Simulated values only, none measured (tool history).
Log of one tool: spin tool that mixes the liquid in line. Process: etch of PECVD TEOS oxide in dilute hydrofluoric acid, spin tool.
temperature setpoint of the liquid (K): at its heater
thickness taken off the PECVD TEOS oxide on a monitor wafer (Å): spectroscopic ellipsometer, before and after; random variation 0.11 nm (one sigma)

run,hour,temperature setpoint of the liquid (K),parts of water to one part of 49 % hydrofluoric acid (parts by volume),time under the liquid (s),thickness taken off the PECVD TEOS oxide on a monitor wafer (Å)
1,0,296.15,155,85,91.838
2,7.3,297.15,145,85,102.34
3,12.9,298.15,135,85,115.19
4,21.8,298.15,135,85,115.36
5,26.6,298.15,160,85,94.629
6,33.3,298.65,150,85,103.5

Run 7 comes next. What will it give?
7,36,299.15,140,85,?

thickness taken off the PECVD TEOS oxide on a monitor wafer (Å): 114.35
